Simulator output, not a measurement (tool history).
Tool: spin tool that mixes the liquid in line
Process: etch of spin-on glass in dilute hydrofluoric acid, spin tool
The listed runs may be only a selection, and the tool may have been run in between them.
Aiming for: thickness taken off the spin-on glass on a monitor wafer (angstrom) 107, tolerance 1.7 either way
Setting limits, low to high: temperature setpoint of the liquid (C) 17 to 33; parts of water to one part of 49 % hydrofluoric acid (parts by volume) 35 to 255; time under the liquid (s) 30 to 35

run    day  temperature setpoint of the liquid (C)  parts of water to one part of 49 % hydrofluoric acid (parts by volume)  time under the liquid (s)  thickness taken off the spin-on glass on a monitor wafer (angstrom)
  1      0                                      25                                                                     145                         35                                                                 76.4
  2  0.317                                      25                                                                     125                         35                                                               91.176
  3  0.638                                      25                                                                     170                         35                                                               63.032
  4  0.812                                      25                                                                     170                         30                                                               53.451
  5  1.071                                    27.5                                                                     155                         30                                                               65.087
  6  1.288                                      29                                                                     140                         30                                                               78.518
  7  1.529                                      30                                                                     130                         30                                                               89.342
  8    1.9                                      31                                                                     125                         30                                                               96.432
     2.088  -- hydrofluoric acid flow meter replaced
  9  2.088                                    31.5                                                                     125                         30                                                               114.41
 10  2.254                                      31                                                                     125                         30                                                               112.29
 11  2.379                                      31                                                                     125                         30                                                                112.3
 12  2.521                                    30.5                                                                     125                         30                                                               110.46

Of the 4 settings listed for the next run, only one would bring every result within its allowed miss of target. Which one?
  A  2.662                                    29.5                                                                     115                         30                                                                    ?
  B  2.662                                    29.5                                                                     120                         30                                                                    ?
  C  2.662                                      26                                                                     110                         30                                                                    ?
  D  2.662                                      27                                                                     110                         30                                                                    ?

move  thickness taken off the spin-on glass on a monitor wafer (angstrom)
   A                                                               116.52
   B                                                               110.91
   C                                                               107.39
   D                                                                111.6
A: the biggest miss grows against the last run
B: the biggest miss grows against the last run
C: each result inside its tolerance
D: the biggest miss grows against the last run
C meets every target.

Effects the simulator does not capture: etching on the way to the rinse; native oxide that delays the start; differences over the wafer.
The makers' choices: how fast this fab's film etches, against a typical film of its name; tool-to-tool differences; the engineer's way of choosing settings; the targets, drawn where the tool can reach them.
